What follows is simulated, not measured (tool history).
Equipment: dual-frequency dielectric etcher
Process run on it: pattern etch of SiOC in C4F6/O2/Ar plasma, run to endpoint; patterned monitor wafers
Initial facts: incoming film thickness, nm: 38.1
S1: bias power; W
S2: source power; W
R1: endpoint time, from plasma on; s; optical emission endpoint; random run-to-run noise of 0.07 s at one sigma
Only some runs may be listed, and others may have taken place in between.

Run 1, hour 0: S1 393 W, S2 300 W. Result: R1 15.983 s.
Run 2, hour 3.8: S1 429 W, S2 300 W. Result: R1 15.615 s.
Run 3, hour 5.6: S1 429 W, S2 350 W. Result: R1 14.51 s.
Run 4, hour 11.5: S1 399 W, S2 330 W. Result: R1 15.191 s.
Run 5, hour 17: S1 377 W, S2 310 W. Result: R1 15.961 s.
Run 6, hour 23: S1 377 W, S2 360 W. Result: R1 14.703 s.
Run 7, hour 30.5: S1 357 W, S2 330 W. Result: R1 15.624 s.
Run 8, hour 38.5: S1 340 W, S2 310 W. Result: R1 16.255 s.
Run 9, hour 45.8: S1 326 W, S2 290 W. Result: R1 17.074 s.
Run 10, hour 47.3: S1 314 W, S2 280 W. Result: R1 17.619 s.
Run 11, hour 50.2: S1 304 W, S2 270 W. Result: R1 18.006 s.
Run 12, hour 51.5: S1 295 W, S2 270 W. Result: R1 18.119 s.
Run 13, hour 53.4: S1 287 W, S2 270 W. Result: R1 18.233 s.
Run 14, hour 54.7: S1 280 W, S2 270 W. Result: R1 18.409 s.
Run 15, hour 55.9: S1 274 W, S2 270 W. Result: R1 18.376 s.

Estimate the outcome of run 16 from the log above:
Run 16, hour 64.2: S1 236 W, S2 240 W. Result: R1 ?.

Logged for run 16: R1 20.394 s.

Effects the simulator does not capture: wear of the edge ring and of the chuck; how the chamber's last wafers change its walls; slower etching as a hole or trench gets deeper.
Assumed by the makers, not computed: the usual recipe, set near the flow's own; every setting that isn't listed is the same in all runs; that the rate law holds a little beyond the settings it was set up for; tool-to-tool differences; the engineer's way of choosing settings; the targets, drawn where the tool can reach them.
